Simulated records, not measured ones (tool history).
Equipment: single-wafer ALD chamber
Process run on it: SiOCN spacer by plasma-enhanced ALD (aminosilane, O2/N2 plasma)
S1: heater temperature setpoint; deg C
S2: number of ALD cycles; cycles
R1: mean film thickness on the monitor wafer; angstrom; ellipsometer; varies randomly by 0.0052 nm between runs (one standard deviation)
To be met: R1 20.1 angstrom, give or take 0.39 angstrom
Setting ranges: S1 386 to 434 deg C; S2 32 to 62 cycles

Run 1, hour 0: S1 410 deg C, S2 47 cycles. Result: R1 26.394 angstrom.
Run 2, hour 1.7: S1 405 deg C, S2 47 cycles. Result: R1 26.845 angstrom.
Run 3, hour 5.1: S1 405 deg C, S2 52 cycles. Result: R1 29.788 angstrom.
Run 4, hour 7.9: S1 412 deg C, S2 52 cycles. Result: R1 28.862 angstrom.
Run 5, hour 15.3: S1 414 deg C, S2 50 cycles. Result: R1 27.654 angstrom.
Run 6, hour 23.8: S1 415 deg C, S2 49 cycles. Result: R1 26.862 angstrom.
Run 7, hour 26: S1 417 deg C, S2 48 cycles. Result: R1 26.161 angstrom.
Run 8, hour 34.2: S1 418 deg C, S2 47 cycles. Result: R1 25.627 angstrom.
Run 9, hour 35.6: S1 419 deg C, S2 46 cycles. Result: R1 25.032 angstrom.
Run 10, hour 37.5: S1 420 deg C, S2 45 cycles. Result: R1 24.507 angstrom.
Run 11, hour 45: S1 421 deg C, S2 44 cycles. Result: R1 23.781 angstrom.
Run 12, hour 51.4: S1 422 deg C, S2 43 cycles. Result: R1 23.137 angstrom.
Run 13, hour 60.2: S1 423 deg C, S2 42 cycles. Result: R1 22.511 angstrom.
Run 14, hour 65.4: S1 423 deg C, S2 42 cycles. Result: R1 22.501 angstrom.
Run 15, hour 67.1: S1 424 deg C, S2 42 cycles. Result: R1 22.351 angstrom.
Run 16, hour 71.8: S1 425 deg C, S2 42 cycles. Result: R1 22.25 angstrom.
Run 17, hour 76.7: S1 425 deg C, S2 42 cycles. Result: R1 22.296 angstrom.
Run 18, hour 81.7: S1 431 deg C, S2 37 cycles. Result: R1 19.167 angstrom.
Run 19, hour 90.1: S1 430 deg C, S2 37 cycles. Result: R1 19.365 angstrom.
Run 20, hour 94.7: S1 429 deg C, S2 37 cycles. Result: R1 19.414 angstrom.

Which single option among these 4 for the next run brings every result within its allowed miss of target? Just one does.
Run A, hour 99.3: S1 425 deg C, S2 36 cycles. Result: R1 ?.
Run B, hour 99.3: S1 421 deg C, S2 35 cycles. Result: R1 ?.
Run C, hour 99.3: S1 434 deg C, S2 39 cycles. Result: R1 ?.
Run D, hour 99.3: S1 434 deg C, S2 36 cycles. Result: R1 ?.

move      R1
   A  19.165
   B   18.91
   C  20.066
   D  18.523
A: moves away from the targets compared with the last run
B: moves away from the targets compared with the last run
C: each result inside its tolerance
D: moves away from the targets compared with the last run
The move that meets every target is C.

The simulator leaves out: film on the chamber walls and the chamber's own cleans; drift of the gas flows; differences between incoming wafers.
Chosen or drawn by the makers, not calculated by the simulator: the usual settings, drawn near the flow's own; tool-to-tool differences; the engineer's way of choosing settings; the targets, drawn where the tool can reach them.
